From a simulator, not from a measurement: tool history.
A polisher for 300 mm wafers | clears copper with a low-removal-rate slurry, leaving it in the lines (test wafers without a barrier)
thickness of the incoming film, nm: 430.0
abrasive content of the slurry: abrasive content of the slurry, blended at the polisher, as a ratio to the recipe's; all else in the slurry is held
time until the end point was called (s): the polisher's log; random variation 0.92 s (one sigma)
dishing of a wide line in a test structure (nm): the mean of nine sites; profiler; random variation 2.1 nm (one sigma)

run  hour  flow of slurry (ml/min)  pressure of the wafer on the pad (psi)  speed of the pad under the wafer (m/s)  abrasive content of the slurry  overpolish time after the end point (s)  time until the end point was called (s)  dishing of a wide line in a test structure (nm)
  1     0                      235                                     3.6                                    1.38                               1                                       27                                   71.102                                           83.779
  2   3.7                      235                                       4                                     1.4                               1                                       24                                   63.456                                           83.697
  3  10.3                      235                                     4.3                                    1.42                               1                                       23                                   55.998                                           88.715
  4  16.9                      235                                     4.5                                    1.42                               1                                       22                                   57.066                                           86.997
  5  22.5                      235                                       4                                    1.42                               1                                       22                                   63.979                                           79.445
  6  28.6                      235                                       4                                    1.42                               1                                       16                                   61.919                                            63.65
  7  30.8                      235                                     4.4                                    1.44                               1                                       17                                   57.348                                           70.554
  8    39                      235                                     4.7                                    1.46                               1                                       18                                   53.325                                           79.208

Run 9 comes next. What will it give?
  9  47.1                      235                                     4.9                                    1.46                               1                                       18                                        ?                                                ?

Run 9 gave time until the end point was called (s) 50.289, dishing of a wide line in a test structure (nm) 82.946.

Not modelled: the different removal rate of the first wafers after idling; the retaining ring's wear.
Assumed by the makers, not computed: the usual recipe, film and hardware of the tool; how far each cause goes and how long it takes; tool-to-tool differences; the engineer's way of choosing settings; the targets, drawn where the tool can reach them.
